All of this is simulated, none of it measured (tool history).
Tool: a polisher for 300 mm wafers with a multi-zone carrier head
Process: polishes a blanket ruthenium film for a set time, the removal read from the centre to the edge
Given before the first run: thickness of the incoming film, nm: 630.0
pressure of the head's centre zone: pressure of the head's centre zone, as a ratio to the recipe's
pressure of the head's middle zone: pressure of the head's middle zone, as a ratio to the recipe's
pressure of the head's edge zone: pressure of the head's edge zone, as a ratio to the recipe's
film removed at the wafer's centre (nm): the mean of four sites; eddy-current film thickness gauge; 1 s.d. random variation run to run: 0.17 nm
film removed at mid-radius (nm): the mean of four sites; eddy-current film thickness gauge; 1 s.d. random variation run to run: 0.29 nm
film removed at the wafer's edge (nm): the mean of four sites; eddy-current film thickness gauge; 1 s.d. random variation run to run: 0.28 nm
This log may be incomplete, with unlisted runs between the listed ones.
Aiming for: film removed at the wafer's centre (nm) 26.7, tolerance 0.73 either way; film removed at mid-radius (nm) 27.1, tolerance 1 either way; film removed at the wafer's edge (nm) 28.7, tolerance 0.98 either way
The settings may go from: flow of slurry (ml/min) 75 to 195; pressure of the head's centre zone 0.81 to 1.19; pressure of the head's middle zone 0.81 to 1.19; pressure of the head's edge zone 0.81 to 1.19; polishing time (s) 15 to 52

| run | hour | flow of slurry (ml/min) | pressure of the head's centre zone | pressure of the head's middle zone | pressure of the head's edge zone | polishing time (s) | film removed at the wafer's centre (nm) | film removed at mid-radius (nm) | film removed at the wafer's edge (nm) |
|---|---|---|---|---|---|---|---|---|---|
| 1 | 0 | 125 | 1 | 1 | 1 | 33 | 39.056 | 38.746 | 39.407 |
| 2 | 5.1 | 115 | 0.97 | 0.97 | 0.96 | 31 | 34.642 | 35.549 | 36.274 |
| 3 | 5.7 | 85 | 0.97 | 0.97 | 0.96 | 31 | 32.184 | 32.647 | 33.837 |
| 4 | 12.2 | 85 | 0.97 | 0.97 | 0.96 | 27 | 28.153 | 29.211 | 29.775 |
| 5 | 14.6 | 85 | 0.91 | 0.97 | 0.96 | 27 | 26.264 | 28.275 | 29.402 |
| 6 | 19 | 105 | 0.91 | 0.97 | 0.96 | 27 | 28.031 | 30.281 | 30.594 |
| 7 | 22.7 | 105 | 0.91 | 0.97 | 0.96 | 27 | 28.384 | 29.869 | 30.856 |
| 8 | 26.4 | 80 | 0.91 | 0.92 | 0.9 | 26 | 24.929 | 25.906 | 27.71 |
| 9 | 31.2 | 85 | 0.92 | 0.92 | 0.9 | 26 | 25.792 | 26.332 | 27.866 |

5 next moves are on the table. One of them brings every result within its allowed miss. Which?
| A | 36 | 75 | 0.84 | 0.91 | 0.94 | 28 | ? | ? | ? |
| B | 36 | 75 | 0.92 | 0.91 | 0.85 | 28 | ? | ? | ? |
| C | 36 | 145 | 0.95 | 0.89 | 0.82 | 24 | ? | ? | ? |
| D | 36 | 105 | 0.92 | 0.92 | 0.89 | 24 | ? | ? | ? |
| E | 36 | 100 | 0.89 | 1.01 | 0.84 | 24 | ? | ? | ? |

| move | film removed at the wafer's centre (nm) | film removed at mid-radius (nm) | film removed at the wafer's edge (nm) |
|---|---|---|---|
| A | 24.502 | 27.426 | 29.856 |
| B | 26.639 | 27.419 | 28.513 |
| C | 28.104 | 26.931 | 26.715 |
| D | 25.291 | 25.884 | 26.447 |
| E | 24.222 | 27.62 | 25.535 |
A: further off than the last run
B: all results land within tolerance of their targets
C: the result that was furthest off in the last run now lies on the other side of its target
D: further off than the last run
E: further off than the last run
Go with B: it meets all targets.
